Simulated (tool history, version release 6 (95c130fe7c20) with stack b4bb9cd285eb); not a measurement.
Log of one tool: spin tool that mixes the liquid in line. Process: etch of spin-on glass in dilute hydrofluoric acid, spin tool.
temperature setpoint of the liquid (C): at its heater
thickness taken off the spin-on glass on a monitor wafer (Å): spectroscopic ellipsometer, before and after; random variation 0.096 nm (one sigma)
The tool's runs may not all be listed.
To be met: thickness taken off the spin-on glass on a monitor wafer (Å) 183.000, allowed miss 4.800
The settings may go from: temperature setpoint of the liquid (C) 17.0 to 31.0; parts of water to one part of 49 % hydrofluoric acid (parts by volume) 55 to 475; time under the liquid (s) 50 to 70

run	hour	temperature setpoint of the liquid (C)	parts of water to one part of 49 % hydrofluoric acid (parts by volume)	time under the liquid (s)	thickness taken off the spin-on glass on a monitor wafer (Å)
1	0.0	23.0	265	70	62.907
2	2.5	23.0	210	70	82.625
3	6.6	24.0	190	70	97.050
4	8.0	27.0	190	70	108.640
5	15.8	27.5	180	70	118.360
6	19.8	29.0	180	70	124.470
7	22.0	29.5	170	70	136.090
8	29.9	29.5	160	70	146.460
9	33.5	29.5	155	70	152.050
10	37.4	29.5	150	70	157.720
11	39.3	30.5	140	70	177.150

Which of these 4 next moves meets every target?
A	41.2	29.5	125	70	?
B	41.2	31.0	145	70	?
C	41.2	31.0	150	70	?
D	41.2	31.0	140	70	?

move	thickness taken off the spin-on glass on a monitor wafer (Å)
A	196.020
B	173.700
C	166.790
D	181.130
A: takes the result that was furthest off past its target
B: further off than the last run
C: further off than the last run
D: meets every target
Move D is the one to make.
